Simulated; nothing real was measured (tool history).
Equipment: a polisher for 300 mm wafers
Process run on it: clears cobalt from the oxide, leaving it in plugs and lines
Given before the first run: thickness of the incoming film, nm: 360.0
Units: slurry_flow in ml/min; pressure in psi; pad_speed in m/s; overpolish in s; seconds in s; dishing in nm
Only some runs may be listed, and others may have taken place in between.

run,day,slurry_flow,pressure,pad_speed,overpolish,seconds,dishing
1,0,300,2,1.28,15,57.777,63.144
2,0.125,300,1.8,1.24,16,62.99,60.723
3,0.471,300,1.8,1.46,16,55.204,64.193
4,0.833,300,2.2,1.46,16,46.567,72.73
5,1.054,300,2,1.36,17,52.769,68.712
6,1.346,300,1.8,1.26,19,64.09,65.086
7,1.546,300,1.7,1.22,20,71.546,63.513
8,1.708,300,1.6,1.2,21,74.205,64.461
9,2.038,300,1.5,1.18,22,79.573,61.464
10,2.246,300,1.4,1.16,23,90.083,61.533

Run 11 comes next. What will it give?
11,2.388,300,1.3,1.16,23,?,?

{"run 11": {"seconds": 95.607, "dishing": 58.746}}

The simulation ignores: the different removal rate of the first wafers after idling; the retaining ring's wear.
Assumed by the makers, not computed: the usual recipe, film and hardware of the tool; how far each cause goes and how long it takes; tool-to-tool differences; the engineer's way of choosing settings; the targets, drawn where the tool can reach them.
